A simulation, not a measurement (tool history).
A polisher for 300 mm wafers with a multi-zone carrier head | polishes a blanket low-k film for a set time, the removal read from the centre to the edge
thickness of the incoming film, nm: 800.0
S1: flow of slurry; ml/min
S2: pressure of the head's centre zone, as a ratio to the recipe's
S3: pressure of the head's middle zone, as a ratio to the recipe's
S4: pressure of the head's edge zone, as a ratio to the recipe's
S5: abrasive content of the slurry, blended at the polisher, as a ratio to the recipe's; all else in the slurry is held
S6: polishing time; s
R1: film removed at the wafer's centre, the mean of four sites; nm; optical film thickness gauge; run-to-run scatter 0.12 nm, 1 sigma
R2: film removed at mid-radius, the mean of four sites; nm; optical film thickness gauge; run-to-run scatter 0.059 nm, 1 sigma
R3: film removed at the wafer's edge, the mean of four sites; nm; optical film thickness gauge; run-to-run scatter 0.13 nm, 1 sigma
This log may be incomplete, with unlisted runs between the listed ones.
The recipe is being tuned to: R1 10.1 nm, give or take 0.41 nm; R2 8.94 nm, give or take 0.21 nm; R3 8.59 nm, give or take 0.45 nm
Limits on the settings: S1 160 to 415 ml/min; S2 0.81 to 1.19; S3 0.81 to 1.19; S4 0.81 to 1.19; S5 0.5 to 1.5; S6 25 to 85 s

{"run": 1, "hour": 0.0, "S1": 265, "S2": 1, "S3": 1, "S4": 1, "S5": 1, "S6": 55, "R1": 9.7323, "R2": 10.786, "R3": 10.733}
{"run": 2, "hour": 3.4, "S1": 265, "S2": 1, "S3": 1, "S4": 0.92, "S5": 1, "S6": 55, "R1": 9.8032, "R2": 10.8, "R3": 10.039}
{"run": 3, "hour": 3.9, "S1": 265, "S2": 1, "S3": 0.93, "S4": 0.92, "S5": 1, "S6": 55, "R1": 9.5999, "R2": 10.303, "R3": 10.259}
{"run": 4, "hour": 8.1, "S1": 265, "S2": 1, "S3": 0.93, "S4": 0.92, "S5": 1, "S6": 65, "R1": 11.541, "R2": 12.184, "R3": 12.011}
{"hour": 10.9, "done": "centre zone pressure recalibrated"}
{"run": 5, "hour": 10.9, "S1": 265, "S2": 1, "S3": 0.93, "S4": 0.92, "S5": 1, "S6": 72, "R1": 14.335, "R2": 13.635, "R3": 13.457}
{"run": 6, "hour": 17.5, "S1": 260, "S2": 1.02, "S3": 0.92, "S4": 0.9, "S5": 0.9, "S6": 71, "R1": 13.461, "R2": 12.644, "R3": 12.389}
{"run": 7, "hour": 20.1, "S1": 255, "S2": 1.02, "S3": 0.91, "S4": 0.88, "S5": 0.85, "S6": 70, "R1": 13.322, "R2": 12.057, "R3": 11.609}
{"run": 8, "hour": 27.9, "S1": 250, "S2": 1, "S3": 0.9, "S4": 0.87, "S5": 0.8, "S6": 69, "R1": 12.371, "R2": 11.379, "R3": 11.371}

Exactly one of the 4 candidate moves below puts every result within its allowed miss. Which one?
{"run": "A", "hour": 35.7, "S1": 240, "S2": 1.03, "S3": 0.81, "S4": 0.88, "S5": 0.55, "S6": 73, "R1": "?", "R2": "?", "R3": "?"}
{"run": "B", "hour": 35.7, "S1": 315, "S2": 0.81, "S3": 0.89, "S4": 0.97, "S5": 1.35, "S6": 60, "R1": "?", "R2": "?", "R3": "?"}
{"run": "C", "hour": 35.7, "S1": 170, "S2": 1.02, "S3": 0.87, "S4": 0.81, "S5": 0.65, "S6": 65, "R1": "?", "R2": "?", "R3": "?"}
{"run": "D", "hour": 35.7, "S1": 280, "S2": 0.93, "S3": 0.89, "S4": 1.04, "S5": 1.05, "S6": 80, "R1": "?", "R2": "?", "R3": "?"}

move=A R1=10.841 R2=9.0306 R3=9.5298
move=B R1=11.16 R2=12.476 R3=12.925
move=C R1=9.9085 R2=8.7413 R3=8.6441
move=D R1=15.238 R2=14.827 R3=15.944
A: brings the result that was furthest off to its target, and leaves another outside
B: lands further from the targets than the last run did
C: all results land within tolerance of their targets
D: lands further from the targets than the last run did
C is the move that brings every result within its allowed miss.
